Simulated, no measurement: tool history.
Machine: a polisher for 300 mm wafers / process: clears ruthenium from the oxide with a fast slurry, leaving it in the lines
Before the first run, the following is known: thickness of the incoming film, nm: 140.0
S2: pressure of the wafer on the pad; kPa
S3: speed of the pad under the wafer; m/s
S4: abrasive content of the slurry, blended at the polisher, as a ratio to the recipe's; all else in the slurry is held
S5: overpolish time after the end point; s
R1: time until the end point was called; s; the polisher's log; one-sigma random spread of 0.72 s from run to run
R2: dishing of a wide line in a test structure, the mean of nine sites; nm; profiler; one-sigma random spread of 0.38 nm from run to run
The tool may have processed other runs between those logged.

Run 1, hour 0: flow of slurry (ml/min) 145, S2 14.5 kPa, S3 1.3 m/s, S4 1, S5 14 s. Result: R1 31.725 s, R2 47.661 nm.
Run 2, hour 3.7: flow of slurry (ml/min) 145, S2 11.7 kPa, S3 1.3 m/s, S4 1, S5 14 s. Result: R1 37.888 s, R2 40.18 nm.
Run 3, hour 8.3: flow of slurry (ml/min) 125, S2 11.7 kPa, S3 1.3 m/s, S4 1, S5 14 s. Result: R1 38.288 s, R2 39.486 nm.
Run 4, hour 15.1: flow of slurry (ml/min) 115, S2 11 kPa, S3 1.32 m/s, S4 1, S5 12 s. Result: R1 40.918 s, R2 33.529 nm.
Run 5, hour 18.9: flow of slurry (ml/min) 115, S2 11 kPa, S3 1.48 m/s, S4 1, S5 12 s. Result: R1 36.898 s, R2 37.708 nm.
Run 6, hour 19.5: flow of slurry (ml/min) 115, S2 11 kPa, S3 1.48 m/s, S4 0.9, S5 12 s. Result: R1 37.711 s, R2 37.233 nm.

For run 7, what comes out?
Run 7, hour 25.3: flow of slurry (ml/min) 95, S2 6.9 kPa, S3 1.42 m/s, S4 1.15, S5 6 s. Result: R1 ?, R2 ?.

Run 7 measured R1 50.175 s, R2 14.1 nm.

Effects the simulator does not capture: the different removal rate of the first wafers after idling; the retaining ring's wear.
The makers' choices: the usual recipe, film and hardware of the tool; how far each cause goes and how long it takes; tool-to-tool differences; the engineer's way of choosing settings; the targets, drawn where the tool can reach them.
